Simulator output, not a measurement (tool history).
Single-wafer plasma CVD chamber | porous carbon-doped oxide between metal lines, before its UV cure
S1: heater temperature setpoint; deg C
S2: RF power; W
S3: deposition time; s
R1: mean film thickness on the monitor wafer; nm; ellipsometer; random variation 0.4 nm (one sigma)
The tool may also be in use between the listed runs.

{"run": 1, "hour": 0.0, "S1": 305, "S2": 390, "S3": 19.6, "R1": 80.847}
{"run": 2, "hour": 6.5, "S1": 305, "S2": 390, "S3": 18.6, "R1": 77.038}
{"run": 3, "hour": 8.1, "S1": 301, "S2": 390, "S3": 18.6, "R1": 78.286}
{"run": 4, "hour": 14.1, "S1": 298, "S2": 395, "S3": 18.6, "R1": 80.022}
{"run": 5, "hour": 18.5, "S1": 296, "S2": 400, "S3": 18.6, "R1": 81.825}
{"run": 6, "hour": 19.7, "S1": 294, "S2": 400, "S3": 18.6, "R1": 82.73}

Forecast run 7:
{"run": 7, "hour": 27.6, "S1": 294, "S2": 400, "S3": 18.6, "R1": "?"}

Run 7 gave R1 82.602 nm.
